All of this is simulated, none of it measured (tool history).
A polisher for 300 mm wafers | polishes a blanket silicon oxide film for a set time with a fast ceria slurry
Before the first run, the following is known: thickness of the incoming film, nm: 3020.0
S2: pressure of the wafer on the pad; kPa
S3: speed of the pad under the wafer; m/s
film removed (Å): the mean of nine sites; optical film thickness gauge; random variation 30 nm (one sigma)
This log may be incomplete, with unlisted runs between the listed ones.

Run 1, hour 0: flow of slurry (ml/min) 210, S2 17.2 kPa, S3 0.92 m/s, polishing time (s) 84. Result: film removed (Å) 11941.
Run 2, hour 6.6: flow of slurry (ml/min) 210, S2 17.2 kPa, S3 0.8 m/s, polishing time (s) 84. Result: film removed (Å) 10346.
Run 3, hour 10.8: flow of slurry (ml/min) 210, S2 19.3 kPa, S3 0.82 m/s, polishing time (s) 84. Result: film removed (Å) 11607.
Run 4, hour 13.6: flow of slurry (ml/min) 210, S2 17.2 kPa, S3 0.82 m/s, polishing time (s) 84. Result: film removed (Å) 10506.
Run 5, hour 22.1: flow of slurry (ml/min) 245, S2 17.2 kPa, S3 0.82 m/s, polishing time (s) 84. Result: film removed (Å) 10720.
Run 6, hour 29.4: flow of slurry (ml/min) 245, S2 17.2 kPa, S3 0.82 m/s, polishing time (s) 84. Result: film removed (Å) 11117.
Run 7, hour 35: flow of slurry (ml/min) 250, S2 19.3 kPa, S3 0.84 m/s, polishing time (s) 84. Result: film removed (Å) 12585.
Run 8, hour 36.4: flow of slurry (ml/min) 255, S2 20.7 kPa, S3 0.86 m/s, polishing time (s) 84. Result: film removed (Å) 13521.

Run 9 comes next. What will it give?
Run 9, hour 41.4: flow of slurry (ml/min) 255, S2 22.1 kPa, S3 0.88 m/s, polishing time (s) 84. Result: film removed (Å) ?.

{"run 9": {"film removed (Å)": 15381}}
